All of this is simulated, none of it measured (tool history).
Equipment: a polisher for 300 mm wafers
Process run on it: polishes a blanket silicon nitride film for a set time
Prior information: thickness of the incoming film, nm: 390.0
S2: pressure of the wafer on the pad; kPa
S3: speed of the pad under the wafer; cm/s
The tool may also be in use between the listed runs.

run 1 hour=0 | flow_of_slurry_(ml/min)=180 S2=29 S3=122 polishing_time_(s)=47 | film_removed_(nm)=126.91
run 2 hour=2.3 | flow_of_slurry_(ml/min)=225 S2=29 S3=122 polishing_time_(s)=47 | film_removed_(nm)=129.6
run 3 hour=8.6 | flow_of_slurry_(ml/min)=225 S2=29 S3=122 polishing_time_(s)=47 | film_removed_(nm)=127.5
run 4 hour=15.9 | flow_of_slurry_(ml/min)=225 S2=26.2 S3=122 polishing_time_(s)=47 | film_removed_(nm)=116.97
-- hour=18.7 head pressure recalibrated
run 5 hour=18.7 | flow_of_slurry_(ml/min)=225 S2=28.3 S3=122 polishing_time_(s)=47 | film_removed_(nm)=113.36
run 6 hour=27.3 | flow_of_slurry_(ml/min)=225 S2=28.3 S3=98 polishing_time_(s)=47 | film_removed_(nm)=102.59
run 7 hour=28 | flow_of_slurry_(ml/min)=225 S2=31.7 S3=100 polishing_time_(s)=47 | film_removed_(nm)=115.48
run 8 hour=32.8 | flow_of_slurry_(ml/min)=225 S2=34.5 S3=100 polishing_time_(s)=47 | film_removed_(nm)=122.22
run 9 hour=37.4 | flow_of_slurry_(ml/min)=225 S2=36.5 S3=100 polishing_time_(s)=47 | film_removed_(nm)=127.34

Run 10, settings as shown, results not yet in. Your forecast:
run 10 hour=44.5 | flow_of_slurry_(ml/min)=225 S2=38.6 S3=100 polishing_time_(s)=47 | film_removed_(nm)=?

film removed (nm): 135.59

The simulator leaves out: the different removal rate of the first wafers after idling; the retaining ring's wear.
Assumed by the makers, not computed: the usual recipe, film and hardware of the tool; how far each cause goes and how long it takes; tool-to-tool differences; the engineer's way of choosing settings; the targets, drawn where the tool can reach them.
